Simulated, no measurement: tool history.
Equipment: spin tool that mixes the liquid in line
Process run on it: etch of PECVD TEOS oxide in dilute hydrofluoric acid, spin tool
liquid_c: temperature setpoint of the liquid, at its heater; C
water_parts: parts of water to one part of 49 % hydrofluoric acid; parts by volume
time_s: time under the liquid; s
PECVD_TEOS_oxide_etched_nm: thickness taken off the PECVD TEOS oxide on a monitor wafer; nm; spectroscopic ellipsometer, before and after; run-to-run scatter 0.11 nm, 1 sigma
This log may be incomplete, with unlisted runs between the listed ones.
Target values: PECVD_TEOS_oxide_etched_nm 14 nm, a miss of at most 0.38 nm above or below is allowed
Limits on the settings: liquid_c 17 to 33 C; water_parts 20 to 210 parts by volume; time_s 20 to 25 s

| run | hour | liquid_c | water_parts | time_s | PECVD_TEOS_oxide_etched_nm |
|---|---|---|---|---|---|
| 1 | 0 | 25 | 115 | 25 | 7.1496 |
| 2 | 4 | 25 | 115 | 20 | 5.5868 |
| 3 | 8.4 | 25 | 115 | 25 | 6.9547 |
| 4 | 9.9 | 25 | 80 | 25 | 10.411 |
| 5 | 13.5 | 25 | 80 | 20 | 8.3993 |
| 6 | 20.1 | 26.5 | 80 | 20 | 9.0692 |
| 7 | 22.3 | 28 | 75 | 20 | 10.202 |
| 8 | 27.7 | 29 | 70 | 20 | 11.389 |
| 9 | 34.5 | 30 | 70 | 20 | 11.876 |
| 10 | 42.1 | 30.5 | 70 | 20 | 11.955 |
| 11 | 45.2 | 31 | 70 | 20 | 12.352 |
| 12 | 50.8 | 33 | 65 | 20 | 14.457 |

Which single option among these 4 for the next run brings every result within its allowed miss of target? Just one does.
| A | 56.4 | 32 | 65 | 20 | ? |
| B | 56.4 | 31 | 80 | 25 | ? |
| C | 56.4 | 32.5 | 75 | 25 | ? |
| D | 56.4 | 32.5 | 70 | 20 | ? |

| move | PECVD_TEOS_oxide_etched_nm |
|---|---|
| A | 13.977 |
| B | 13.381 |
| C | 15.215 |
| D | 13.135 |
A: all results in spec
B: the result that was furthest off in the last run now lies on the other side of its target
C: the biggest miss grows against the last run
D: the result that was furthest off in the last run now lies on the other side of its target
The right move is A.

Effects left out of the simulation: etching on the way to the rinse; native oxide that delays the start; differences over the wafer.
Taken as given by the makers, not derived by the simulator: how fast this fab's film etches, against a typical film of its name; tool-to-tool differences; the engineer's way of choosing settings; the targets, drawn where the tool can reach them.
